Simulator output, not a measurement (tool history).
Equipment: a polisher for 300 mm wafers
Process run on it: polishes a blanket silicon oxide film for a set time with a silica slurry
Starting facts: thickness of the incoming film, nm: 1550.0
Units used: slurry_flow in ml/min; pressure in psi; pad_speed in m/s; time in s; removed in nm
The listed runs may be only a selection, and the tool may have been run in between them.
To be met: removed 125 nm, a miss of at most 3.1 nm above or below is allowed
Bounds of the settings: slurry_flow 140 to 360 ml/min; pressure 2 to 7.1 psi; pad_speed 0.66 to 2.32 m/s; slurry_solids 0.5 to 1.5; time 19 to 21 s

run  hour  slurry_flow  pressure  pad_speed  slurry_solids  time  removed
  1     0          230       4.5       1.48              1    21   66.593
  2   1.1          180       4.5       1.48              1    21   65.015
  3   6.3          215       4.5       1.48              1    21   65.843
  4  10.4          220       4.9        1.5              1    21   69.881
     17.8  -- conditioning disc replaced and pad reconditioned
  5  17.8          220       4.9        1.5              1    19   99.532
  6  24.8          235       4.9        1.5              1    19    101.2
  7  33.1          245       4.9        1.5              1    19   102.42
  8  34.9          250       4.9        1.5              1    19   101.96
  9  41.6          260       4.9        1.5              1    19   101.36
 10  49.7          270       4.9        1.5              1    19   102.14
 11  54.7          280       4.9        1.5              1    19   104.35
 12  62.8          335       5.6        1.5              1    19   114.56
 13  68.4          335       5.7        1.5              1    19   115.64
 14  73.7          340       5.8        1.5              1    19   117.54
 15  79.7          340       5.9        1.5              1    19   119.14
 16  85.9          350         6        1.5              1    19   120.81

Exactly one of the 4 candidate moves below puts every result within its allowed miss. Which one?
  A  92.1          285       5.2       1.68              1    19        ?
  B  92.1          355       4.9       1.58            1.2    20        ?
  C  92.1          340       5.1       1.52            1.1    20        ?
  D  92.1          355       5.5       1.76           1.05    19        ?

move  removed
   A   116.72
   B   123.15
   C   118.06
   D   130.67
A: its largest miss is bigger than the last run's
B: meets every target
C: its largest miss is bigger than the last run's
D: takes the biggest miss from the last run beyond its target
Go with B: it meets all targets.

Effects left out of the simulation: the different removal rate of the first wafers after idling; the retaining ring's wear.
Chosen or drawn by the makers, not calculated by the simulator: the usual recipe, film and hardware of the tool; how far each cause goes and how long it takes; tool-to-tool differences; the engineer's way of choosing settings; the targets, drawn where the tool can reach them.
